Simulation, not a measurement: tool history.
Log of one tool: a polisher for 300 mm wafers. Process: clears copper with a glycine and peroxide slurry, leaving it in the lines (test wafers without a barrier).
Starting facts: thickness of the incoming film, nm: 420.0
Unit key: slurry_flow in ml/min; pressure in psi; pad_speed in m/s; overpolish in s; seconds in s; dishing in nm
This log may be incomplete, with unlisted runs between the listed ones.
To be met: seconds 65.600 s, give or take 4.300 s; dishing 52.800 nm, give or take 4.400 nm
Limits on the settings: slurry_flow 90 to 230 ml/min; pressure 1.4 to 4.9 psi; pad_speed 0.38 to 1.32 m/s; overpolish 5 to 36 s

Run 1, hour 0.0: slurry_flow 150 ml/min, pressure 3.1 psi, pad_speed 0.84 m/s, overpolish 18 s. Result: seconds 91.074 s, dishing 54.613 nm.
Run 2, hour 6.2: slurry_flow 150 ml/min, pressure 3.2 psi, pad_speed 0.84 m/s, overpolish 17 s. Result: seconds 90.749 s, dishing 54.697 nm.
Run 3, hour 10.9: slurry_flow 150 ml/min, pressure 3.3 psi, pad_speed 0.86 m/s, overpolish 16 s. Result: seconds 89.670 s, dishing 53.883 nm.
Run 4, hour 18.5: slurry_flow 180 ml/min, pressure 3.3 psi, pad_speed 0.86 m/s, overpolish 16 s. Result: seconds 83.163 s, dishing 54.207 nm.
Run 5, hour 21.2: slurry_flow 180 ml/min, pressure 3.3 psi, pad_speed 0.76 m/s, overpolish 16 s. Result: seconds 90.980 s, dishing 49.714 nm.
Run 6, hour 24.0: slurry_flow 165 ml/min, pressure 3.3 psi, pad_speed 0.76 m/s, overpolish 16 s. Result: seconds 94.529 s, dishing 49.563 nm.
Run 7, hour 25.3: slurry_flow 170 ml/min, pressure 3.4 psi, pad_speed 0.76 m/s, overpolish 15 s. Result: seconds 93.732 s, dishing 46.720 nm.
Run 8, hour 29.0: slurry_flow 175 ml/min, pressure 3.6 psi, pad_speed 0.76 m/s, overpolish 15 s. Result: seconds 87.302 s, dishing 48.077 nm.
Run 9, hour 37.1: slurry_flow 175 ml/min, pressure 3.7 psi, pad_speed 0.76 m/s, overpolish 15 s. Result: seconds 87.530 s, dishing 50.513 nm.
Run 10, hour 43.7: slurry_flow 180 ml/min, pressure 4.6 psi, pad_speed 0.86 m/s, overpolish 8 s. Result: seconds 66.852 s, dishing 37.694 nm.
Run 11, hour 50.1: slurry_flow 180 ml/min, pressure 4.6 psi, pad_speed 0.86 m/s, overpolish 8 s. Result: seconds 67.625 s, dishing 36.876 nm.
Run 12, hour 54.1: slurry_flow 180 ml/min, pressure 4.6 psi, pad_speed 0.86 m/s, overpolish 9 s. Result: seconds 67.133 s, dishing 41.775 nm.

5 next moves are on the table. One of them brings every result within its allowed miss. Which?
Run A, hour 58.1: slurry_flow 230 ml/min, pressure 4.4 psi, pad_speed 0.80 m/s, overpolish 18 s. Result: seconds ?, dishing ?.
Run B, hour 58.1: slurry_flow 225 ml/min, pressure 3.9 psi, pad_speed 0.86 m/s, overpolish 14 s. Result: seconds ?, dishing ?.
Run C, hour 58.1: slurry_flow 190 ml/min, pressure 4.0 psi, pad_speed 0.96 m/s, overpolish 8 s. Result: seconds ?, dishing ?.
Run D, hour 58.1: slurry_flow 180 ml/min, pressure 4.5 psi, pad_speed 0.88 m/s, overpolish 15 s. Result: seconds ?, dishing ?.
Run E, hour 58.1: slurry_flow 180 ml/min, pressure 4.5 psi, pad_speed 0.90 m/s, overpolish 12 s. Result: seconds ?, dishing ?.

move  seconds  dishing
   A   71.522   68.745
   B   73.727   55.346
   C   67.593   37.493
   D   67.203   62.808
   E   65.947   53.651
A: takes the result that was furthest off past its target
B: brings the last run's worst result on target, with another outside its allowed miss
C: the biggest miss grows against the last run
D: takes the result that was furthest off past its target
E: every result lands within tolerance
Go with E: it meets all targets.
